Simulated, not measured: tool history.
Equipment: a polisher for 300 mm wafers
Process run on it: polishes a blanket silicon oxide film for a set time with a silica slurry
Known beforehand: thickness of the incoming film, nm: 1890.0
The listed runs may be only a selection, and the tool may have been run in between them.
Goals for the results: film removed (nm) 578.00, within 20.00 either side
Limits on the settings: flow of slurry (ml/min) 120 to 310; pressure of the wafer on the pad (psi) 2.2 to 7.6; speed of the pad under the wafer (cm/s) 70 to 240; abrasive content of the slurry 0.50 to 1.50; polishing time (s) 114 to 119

run,hour,flow of slurry (ml/min),pressure of the wafer on the pad (psi),speed of the pad under the wafer (cm/s),abrasive content of the slurry,polishing time (s),film removed (nm)
1,0.0,200,4.9,154,1.00,114,419.28
2,5.7,200,4.9,154,1.00,114,415.23
3,8.4,200,5.1,154,1.00,114,432.44
4,12.0,200,5.3,154,1.00,114,452.15
5,17.9,200,4.6,154,1.00,114,387.18
6,24.2,200,4.8,154,1.00,114,413.60
7,29.4,200,5.0,154,1.00,114,427.05
8,37.0,200,5.2,154,1.00,114,440.22

Exactly one of the 5 candidate moves below puts every result within its allowed miss. Which one?
A,44.6,175,4.6,116,1.00,114,?
B,44.6,180,5.3,178,1.20,119,?
C,44.6,240,5.1,200,1.15,119,?
D,44.6,155,4.2,162,0.80,114,?
E,44.6,170,6.0,144,1.00,119,?

move,film removed (nm)
A,311.02
B,579.16
C,615.44
D,321.65
E,498.28
A: misses by more than the last run did
B: in spec on every target
C: moves the result that the last run missed by most past its target, out the other side
D: misses by more than the last run did
E: closer than the last run, but not yet in spec
Answer: B

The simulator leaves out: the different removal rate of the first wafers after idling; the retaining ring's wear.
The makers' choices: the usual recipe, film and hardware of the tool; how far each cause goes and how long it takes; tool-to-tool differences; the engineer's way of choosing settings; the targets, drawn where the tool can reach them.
